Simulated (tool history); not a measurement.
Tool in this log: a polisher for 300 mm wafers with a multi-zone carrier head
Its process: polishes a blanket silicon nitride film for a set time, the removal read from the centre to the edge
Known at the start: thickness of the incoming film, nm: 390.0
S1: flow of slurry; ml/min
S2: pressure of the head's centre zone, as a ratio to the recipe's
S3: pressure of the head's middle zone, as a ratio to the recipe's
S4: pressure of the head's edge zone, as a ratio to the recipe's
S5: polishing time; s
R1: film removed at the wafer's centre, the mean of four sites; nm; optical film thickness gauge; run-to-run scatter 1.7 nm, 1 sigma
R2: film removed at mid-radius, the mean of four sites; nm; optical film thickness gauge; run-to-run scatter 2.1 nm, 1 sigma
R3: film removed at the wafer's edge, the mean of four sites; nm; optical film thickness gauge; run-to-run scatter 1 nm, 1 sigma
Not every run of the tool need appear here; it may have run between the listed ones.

run 1 hour=0.0 | S1=205 S2=1.00 S3=1.00 S4=1.00 S5=47 | R1=131.66 R2=138.89 R3=132.08
run 2 hour=0.9 | S1=205 S2=1.00 S3=0.96 S4=1.00 S5=47 | R1=133.71 R2=130.83 R3=133.09
run 3 hour=5.4 | S1=205 S2=1.00 S3=0.96 S4=1.00 S5=56 | R1=161.83 R2=154.54 R3=158.39
run 4 hour=8.1 | S1=205 S2=1.00 S3=0.91 S4=1.00 S5=56 | R1=159.55 R2=148.99 R3=158.62
run 5 hour=10.7 | S1=175 S2=1.00 S3=0.91 S4=1.00 S5=56 | R1=155.86 R2=149.59 R3=157.09
run 6 hour=11.3 | S1=185 S2=1.01 S3=0.91 S4=1.01 S5=56 | R1=158.96 R2=151.28 R3=158.42

Run 7 has not been measured yet. What should we expect?
run 7 hour=20.2 | S1=195 S2=1.02 S3=0.90 S4=1.01 S5=56 | R1=? R2=? R3=?

{"run 7": {"R1": 164.52, "R2": 150.42, "R3": 156.88}}
